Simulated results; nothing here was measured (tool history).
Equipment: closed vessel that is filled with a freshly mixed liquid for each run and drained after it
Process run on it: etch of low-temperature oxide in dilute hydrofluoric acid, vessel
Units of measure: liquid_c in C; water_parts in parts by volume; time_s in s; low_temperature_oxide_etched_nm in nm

run,hour,liquid_c,water_parts,time_s,low_temperature_oxide_etched_nm
1,0,20,170,45,2.1727
2,0.9,21,165,45,2.3399
3,7.4,22,160,45,2.5296
4,9.2,25.5,160,45,2.8606
5,11.2,25.5,180,45,2.4932
6,15.8,25.5,180,35,1.9383
7,17.8,26,170,35,2.1319
8,22.3,26,160,35,2.2694
9,24.1,26,150,35,2.4547
10,25.8,26,145,35,2.5458

Expected results for the next run?
11,30.7,26,140,35,?

{"run 11": {"low_temperature_oxide_etched_nm": 2.6761}}

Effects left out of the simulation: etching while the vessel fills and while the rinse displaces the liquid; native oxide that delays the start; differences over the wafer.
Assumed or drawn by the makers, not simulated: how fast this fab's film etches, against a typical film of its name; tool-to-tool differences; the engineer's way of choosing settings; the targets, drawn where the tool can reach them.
